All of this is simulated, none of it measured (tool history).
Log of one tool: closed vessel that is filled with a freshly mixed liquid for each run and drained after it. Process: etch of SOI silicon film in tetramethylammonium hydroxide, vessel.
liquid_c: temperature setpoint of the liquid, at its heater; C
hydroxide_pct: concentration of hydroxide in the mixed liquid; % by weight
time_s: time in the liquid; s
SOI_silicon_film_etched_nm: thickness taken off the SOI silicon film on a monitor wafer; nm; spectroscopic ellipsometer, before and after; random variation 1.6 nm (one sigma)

run,hour,liquid_c,hydroxide_pct,time_s,SOI_silicon_film_etched_nm
1,0.0,74.0,9.5,30,269.94
2,1.7,78.5,9.5,30,348.44
3,8.4,76.0,9.5,30,303.32
4,11.9,74.0,9.5,30,267.11
5,13.1,72.5,9.5,30,240.59
6,21.5,71.5,9.5,30,234.53
7,23.6,70.5,9.5,30,218.62

Forecast run 8:
# hour 28.3: hydroxide flow meter replaced
8,28.3,70.0,9.5,30,?

{"run 8": {"SOI_silicon_film_etched_nm": 204.7}}

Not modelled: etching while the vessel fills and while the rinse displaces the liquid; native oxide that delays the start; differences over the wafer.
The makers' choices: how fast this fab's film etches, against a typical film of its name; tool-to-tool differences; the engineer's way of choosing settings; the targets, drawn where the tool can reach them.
